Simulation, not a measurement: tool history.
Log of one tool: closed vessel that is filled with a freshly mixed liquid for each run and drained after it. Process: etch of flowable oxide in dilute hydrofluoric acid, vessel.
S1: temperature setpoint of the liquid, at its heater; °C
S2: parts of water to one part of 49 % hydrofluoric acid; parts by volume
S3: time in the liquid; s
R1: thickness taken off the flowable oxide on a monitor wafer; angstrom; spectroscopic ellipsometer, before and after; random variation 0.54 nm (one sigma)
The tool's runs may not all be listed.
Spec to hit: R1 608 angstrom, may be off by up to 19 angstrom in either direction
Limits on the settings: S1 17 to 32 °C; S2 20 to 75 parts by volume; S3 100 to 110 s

run  hour    S1  S2   S3      R1
  1     0    24  45  100  488.51
  2   2.1    24  60  100  363.48
  3   6.7  22.5  60  100  343.67
  4   7.9  22.5  60  100  338.69
  5  12.6    20  60  100  305.97
  6  17.5  21.5  60  100  322.24
  7  25.7    23  60  100  342.99
  8  31.5    24  60  100  359.04
  9  35.9    25  60  100  377.34
 10  37.2    29  50  100  534.55
 11  41.4  29.5  50  100   550.8

Which single option among these 4 for the next run brings every result within its allowed miss of target? Just one does.
  A  45.6    32  55  100   ?
  B  45.6    29  45  110   ?
  C  45.6    28  45  105   ?
  D  45.6  31.5  55  105   ?

move      R1
   A  547.91
   B  665.42
   C  610.33
   D  564.34
A: its largest miss is bigger than the last run's
B: moves the result that the last run missed by most past its target, out the other side
C: meets every target
D: nearer than the last run, and not there yet
C meets every target.

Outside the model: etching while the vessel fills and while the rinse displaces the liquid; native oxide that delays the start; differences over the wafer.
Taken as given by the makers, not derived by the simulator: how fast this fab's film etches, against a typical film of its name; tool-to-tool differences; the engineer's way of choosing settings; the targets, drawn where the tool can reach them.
